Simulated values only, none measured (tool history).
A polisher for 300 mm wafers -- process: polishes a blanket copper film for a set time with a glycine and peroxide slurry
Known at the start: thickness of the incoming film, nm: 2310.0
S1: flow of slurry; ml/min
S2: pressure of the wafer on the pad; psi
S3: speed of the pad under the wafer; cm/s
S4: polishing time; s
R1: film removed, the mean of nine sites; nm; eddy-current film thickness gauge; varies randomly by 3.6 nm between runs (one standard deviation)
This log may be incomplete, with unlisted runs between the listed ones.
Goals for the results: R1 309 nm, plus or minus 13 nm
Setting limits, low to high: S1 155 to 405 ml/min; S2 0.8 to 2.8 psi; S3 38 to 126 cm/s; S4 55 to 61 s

run  hour   S1   S2   S3  S4      R1
  1     0  260  1.8   82  61  202.23
  2   6.4  260  2.2   82  61  220.11
  3  14.5  260  2.3   86  61  236.43
  4  16.4  260    2   86  61  215.24
  5  20.7  260  1.8   86  61  205.79
  6  23.9  260    2   90  61  217.61
  7  27.6  265  2.2   96  61  239.38
  8  32.5  265  2.3  100  61  258.58
  9    40  265  2.4  102  61  269.71
 10  48.6  265  2.5  102  61  275.58
 11  49.7  265  2.6  104  61  290.63
     58.7  -- head pressure recalibrated
 12  58.7  265  2.8  104  61   323.2

Pick the move, out of 5, that brings all results within their allowed miss; only one does.
  A  67.7  280  2.8  106  57   ?
  B  67.7  290  2.6  126  59   ?
  C  67.7  355  2.6  116  61   ?
  D  67.7  285  2.6  126  60   ?
  E  67.7  320  2.7  124  58   ?

move      R1
   A  315.81
   B  345.67
   C  345.42
   D  350.94
   E  348.91
A: each result inside its tolerance
B: further off than the last run
C: further off than the last run
D: further off than the last run
E: further off than the last run
The right move is A.
